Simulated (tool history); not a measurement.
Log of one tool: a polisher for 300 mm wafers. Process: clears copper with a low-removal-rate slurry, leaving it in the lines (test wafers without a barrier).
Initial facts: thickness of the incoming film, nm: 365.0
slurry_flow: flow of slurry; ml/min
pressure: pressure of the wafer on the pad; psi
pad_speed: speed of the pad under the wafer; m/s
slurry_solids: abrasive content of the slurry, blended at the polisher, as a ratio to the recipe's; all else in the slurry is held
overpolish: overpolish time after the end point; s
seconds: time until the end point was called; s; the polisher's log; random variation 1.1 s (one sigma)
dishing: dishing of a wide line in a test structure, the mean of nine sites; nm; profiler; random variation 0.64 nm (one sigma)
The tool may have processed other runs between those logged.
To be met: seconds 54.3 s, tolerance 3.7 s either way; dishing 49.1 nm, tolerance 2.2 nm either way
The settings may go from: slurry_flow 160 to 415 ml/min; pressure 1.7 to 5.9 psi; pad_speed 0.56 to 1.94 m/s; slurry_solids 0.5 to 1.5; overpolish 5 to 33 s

| run | day | slurry_flow | pressure | pad_speed | slurry_solids | overpolish | seconds | dishing |
|---|---|---|---|---|---|---|---|---|
| 1 | 0 | 265 | 3.8 | 1.24 | 1 | 17 | 82.659 | 52.282 |
| 2 | 0.225 | 265 | 4 | 1.24 | 1 | 16 | 79.635 | 52.362 |
| 3 | 0.558 | 265 | 4.2 | 1.26 | 1 | 15 | 76.304 | 52.921 |
| 4 | 0.688 | 265 | 4.2 | 1.26 | 1 | 10 | 75.016 | 37.163 |
| 5 | 0.888 | 265 | 4.4 | 1.26 | 1 | 10 | 71.546 | 38.634 |
| 6 | 1.146 | 265 | 4.4 | 1.02 | 1 | 10 | 85.809 | 32.839 |
| 7 | 1.2 | 265 | 4.6 | 1.04 | 1 | 10 | 83.214 | 34.102 |
| 8 | 1.275 | 265 | 4.8 | 1.06 | 1 | 10 | 80.24 | 36.586 |
| 9 | 1.317 | 265 | 4.9 | 1.1 | 1 | 10 | 71.113 | 38.424 |
| 10 | 1.538 | 265 | 4.9 | 1.1 | 1 | 10 | 74.249 | 37.619 |
| 11 | 1.725 | 265 | 5 | 1.12 | 1 | 10 | 70.317 | 39.517 |
| 12 | 1.979 | 265 | 5.1 | 1.12 | 1 | 10 | 70.286 | 39.939 |
| 13 | 2.121 | 265 | 5.2 | 1.14 | 1 | 10 | 65.096 | 42.811 |
| 14 | 2.433 | 265 | 5.3 | 1.14 | 1 | 10 | 64.43 | 42.496 |
| 15 | 2.688 | 265 | 5.4 | 1.14 | 1 | 10 | 64.073 | 43.136 |
| 16 | 2.829 | 265 | 5.5 | 1.14 | 1 | 10 | 62.235 | 44.342 |
| 17 | 2.9 | 265 | 5.6 | 1.14 | 1 | 10 | 61.299 | 44.406 |
| 18 | 2.983 | 265 | 5.8 | 1.18 | 1 | 10 | 58.786 | 47.476 |
| 19 | 3.158 | 270 | 5.9 | 1.28 | 1 | 9 | 54.125 | 47.65 |
| 20 | 3.421 | 270 | 5.8 | 1.3 | 1 | 9 | 52.809 | 46.73 |
| 21 | 3.762 | 270 | 5.8 | 1.28 | 1 | 11 | 55.441 | 54.865 |

Consider the 5 candidate settings below. Which is the only one whose results all fall within their allowed miss of target?
| A | 4.104 | 200 | 5.9 | 1.28 | 0.95 | 10 | ? | ? |
| B | 4.104 | 220 | 5 | 1.3 | 1.25 | 16 | ? | ? |
| C | 4.104 | 255 | 5.2 | 1.28 | 0.95 | 14 | ? | ? |
| D | 4.104 | 300 | 5.3 | 1.34 | 1 | 14 | ? | ? |
| E | 4.104 | 345 | 5.7 | 1.32 | 1.05 | 12 | ? | ? |

| move | seconds | dishing |
|---|---|---|
| A | 55.631 | 49.712 |
| B | 60.128 | 68.109 |
| C | 61.157 | 60.519 |
| D | 55.925 | 65.112 |
| E | 51.701 | 61.482 |
A: all results land within tolerance of their targets
B: its largest miss is bigger than the last run's
C: its largest miss is bigger than the last run's
D: its largest miss is bigger than the last run's
E: its largest miss is bigger than the last run's
Move A is the one to make.
